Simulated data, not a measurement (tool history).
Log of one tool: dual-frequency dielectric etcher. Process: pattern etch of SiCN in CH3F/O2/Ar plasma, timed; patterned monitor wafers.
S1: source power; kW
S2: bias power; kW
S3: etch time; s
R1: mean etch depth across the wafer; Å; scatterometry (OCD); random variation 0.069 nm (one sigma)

| run | day | S1 | S2 | S3 | R1 |
|---|---|---|---|---|---|
| 1 | 0 | 0.29 | 0.083 | 32.5 | 110.15 |
| 2 | 0.033 | 0.29 | 0.097 | 32.5 | 120.11 |
| 3 | 0.379 | 0.25 | 0.097 | 32.5 | 112.3 |
| 4 | 0.479 | 0.25 | 0.097 | 30 | 103.81 |
| 5 | 0.758 | 0.25 | 0.097 | 32.5 | 111.31 |
| 6 | 1.121 | 0.25 | 0.104 | 32.5 | 116.98 |
| 7 | 1.35 | 0.27 | 0.105 | 32.5 | 121.99 |

Run 8 comes next. What will it give?
| 8 | 1.496 | 0.27 | 0.105 | 32.5 | ? |

{"run 8": {"R1": 121.36}}

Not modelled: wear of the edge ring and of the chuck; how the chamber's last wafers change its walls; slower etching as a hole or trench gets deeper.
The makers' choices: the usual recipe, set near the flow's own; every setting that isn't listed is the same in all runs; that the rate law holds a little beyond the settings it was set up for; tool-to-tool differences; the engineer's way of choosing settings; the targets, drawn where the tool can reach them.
